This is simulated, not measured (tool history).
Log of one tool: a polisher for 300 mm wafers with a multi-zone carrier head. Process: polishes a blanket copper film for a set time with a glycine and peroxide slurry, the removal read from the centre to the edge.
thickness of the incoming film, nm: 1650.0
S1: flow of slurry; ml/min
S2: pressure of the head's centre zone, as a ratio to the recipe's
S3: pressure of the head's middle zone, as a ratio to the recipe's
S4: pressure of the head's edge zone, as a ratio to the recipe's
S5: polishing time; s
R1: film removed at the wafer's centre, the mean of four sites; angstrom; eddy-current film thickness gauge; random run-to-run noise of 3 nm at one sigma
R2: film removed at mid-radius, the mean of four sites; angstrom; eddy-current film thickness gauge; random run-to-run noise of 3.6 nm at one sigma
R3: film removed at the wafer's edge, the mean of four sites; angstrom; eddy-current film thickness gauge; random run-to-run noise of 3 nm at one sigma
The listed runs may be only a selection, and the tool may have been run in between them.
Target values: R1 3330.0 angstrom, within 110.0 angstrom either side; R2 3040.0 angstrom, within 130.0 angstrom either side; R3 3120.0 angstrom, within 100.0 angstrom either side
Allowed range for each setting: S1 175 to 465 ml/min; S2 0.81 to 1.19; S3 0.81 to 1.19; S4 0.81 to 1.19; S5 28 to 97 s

Run 1, hour 0.0: S1 295 ml/min, S2 1.00, S3 1.00, S4 1.00, S5 62 s. Result: R1 4310.0 angstrom, R2 4415.1 angstrom, R3 4291.5 angstrom.
Run 2, hour 1.7: S1 295 ml/min, S2 1.00, S3 1.00, S4 1.00, S5 51 s. Result: R1 3515.0 angstrom, R2 3674.5 angstrom, R3 3593.6 angstrom.
Run 3, hour 10.7: S1 295 ml/min, S2 1.00, S3 1.00, S4 0.96, S5 51 s. Result: R1 3529.4 angstrom, R2 3633.4 angstrom, R3 3576.8 angstrom.
Run 4, hour 17.9: S1 220 ml/min, S2 1.00, S3 1.00, S4 0.96, S5 51 s. Result: R1 3325.4 angstrom, R2 3522.8 angstrom, R3 3406.8 angstrom.
Run 5, hour 24.2: S1 220 ml/min, S2 1.00, S3 1.00, S4 0.92, S5 51 s. Result: R1 3379.4 angstrom, R2 3495.5 angstrom, R3 3349.5 angstrom.
Run 6, hour 30.8: S1 220 ml/min, S2 0.96, S3 1.00, S4 0.92, S5 51 s. Result: R1 3155.2 angstrom, R2 3528.2 angstrom, R3 3348.8 angstrom.
Run 7, hour 35.0: S1 220 ml/min, S2 0.97, S3 0.99, S4 0.91, S5 51 s. Result: R1 3242.3 angstrom, R2 3403.5 angstrom, R3 3360.2 angstrom.
Run 8, hour 39.0: S1 215 ml/min, S2 0.98, S3 0.99, S4 0.90, S5 51 s. Result: R1 3281.7 angstrom, R2 3455.6 angstrom, R3 3296.9 angstrom.
Run 9, hour 40.9: S1 215 ml/min, S2 0.98, S3 0.98, S4 0.90, S5 51 s. Result: R1 3252.1 angstrom, R2 3432.3 angstrom, R3 3365.0 angstrom.

Which one of the following 5 next-run settings gets every result inside its allowed miss? There is exactly one.
Run A, hour 42.8: S1 205 ml/min, S2 0.87, S3 1.00, S4 0.86, S5 56 s. Result: R1 ?, R2 ?, R3 ?.
Run B, hour 42.8: S1 220 ml/min, S2 1.08, S3 0.90, S4 0.90, S5 47 s. Result: R1 ?, R2 ?, R3 ?.
Run C, hour 42.8: S1 190 ml/min, S2 1.11, S3 0.83, S4 0.85, S5 45 s. Result: R1 ?, R2 ?, R3 ?.
Run D, hour 42.8: S1 295 ml/min, S2 1.06, S3 0.82, S4 0.89, S5 43 s. Result: R1 ?, R2 ?, R3 ?.
Run E, hour 42.8: S1 205 ml/min, S2 1.12, S3 0.81, S4 0.81, S5 50 s. Result: R1 ?, R2 ?, R3 ?.

move      R1      R2      R3
   A  3160.1  3880.8  3591.6
   B  3339.0  3139.5  3105.6
   C  3195.5  2833.4  2846.2
   D  3126.5  2869.1  2910.8
   E  3636.8  3159.0  3127.2
A: the biggest miss grows against the last run
B: in spec on every target
C: carries the result that was furthest off beyond its target, to the other side
D: carries the result that was furthest off beyond its target, to the other side
E: brings the result that was furthest off to its target, and leaves another outside
B meets every target.
